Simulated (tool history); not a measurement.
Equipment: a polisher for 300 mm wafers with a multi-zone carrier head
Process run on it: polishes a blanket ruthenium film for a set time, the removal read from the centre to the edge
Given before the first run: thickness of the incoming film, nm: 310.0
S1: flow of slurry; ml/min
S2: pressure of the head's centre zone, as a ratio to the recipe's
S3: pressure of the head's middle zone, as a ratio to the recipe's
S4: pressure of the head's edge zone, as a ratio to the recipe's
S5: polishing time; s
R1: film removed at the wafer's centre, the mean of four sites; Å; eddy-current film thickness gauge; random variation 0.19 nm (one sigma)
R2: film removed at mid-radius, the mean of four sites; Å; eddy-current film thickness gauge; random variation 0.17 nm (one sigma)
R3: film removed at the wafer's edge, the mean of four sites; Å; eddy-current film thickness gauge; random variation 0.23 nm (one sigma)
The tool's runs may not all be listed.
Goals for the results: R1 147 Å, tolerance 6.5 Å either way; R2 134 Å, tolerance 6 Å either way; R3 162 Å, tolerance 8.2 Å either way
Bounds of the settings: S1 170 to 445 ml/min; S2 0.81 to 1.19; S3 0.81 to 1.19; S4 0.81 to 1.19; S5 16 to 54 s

run  hour   S1    S2    S3    S4  S5      R1      R2      R3
  1     0  285     1     1     1  35  278.94  280.74  286.32
  2   1.2  285     1     1     1  29  236.37  239.78  231.88
  3   4.5  245  0.98  0.93  1.07  24  188.08  178.24  197.46
  4  10.9  240  0.96   0.9  1.07  22  163.02  159.23   183.7
  5  16.8  240  0.96   0.9  1.07  27  204.27   200.4  221.52
  6  21.9  240  0.96  0.93  1.07  27  206.74   198.9  229.81
  7  27.8  225  0.96   0.9  1.08  24  178.15  172.64  196.14
  8  30.8  220  0.96  0.87  1.09  22   168.1  156.26  185.21
  9    32  215  0.96  0.85  1.08  21  157.82  142.99  167.84
 10  36.4  210  0.95  0.84  1.08  21  154.38  144.35   171.3
 11  38.7  205  0.95  0.83  1.08  21  153.71   140.5  172.63
 12  44.9  205  0.95  0.83  1.06  21     152  141.48  175.61

Which single option among these 4 for the next run brings every result within its allowed miss of target? Just one does.
  A  51.1  230  0.92  0.96  1.14  20   ?   ?   ?
  B  51.1  200  0.96  0.83  1.02  20   ?   ?   ?
  C  51.1  215  0.91  0.88  0.99  21   ?   ?   ?
  D  51.1  230  0.93  0.82  1.06  22   ?   ?   ?

move      R1      R2      R3
   A  147.04  152.57  176.35
   B  149.37  134.97  164.38
   C  150.96  149.29  171.56
   D  163.31  150.57  187.33
A: lands further from the targets than the last run did
B: hits every target within its allowed miss
C: lands further from the targets than the last run did
D: lands further from the targets than the last run did
The move that meets every target is B.
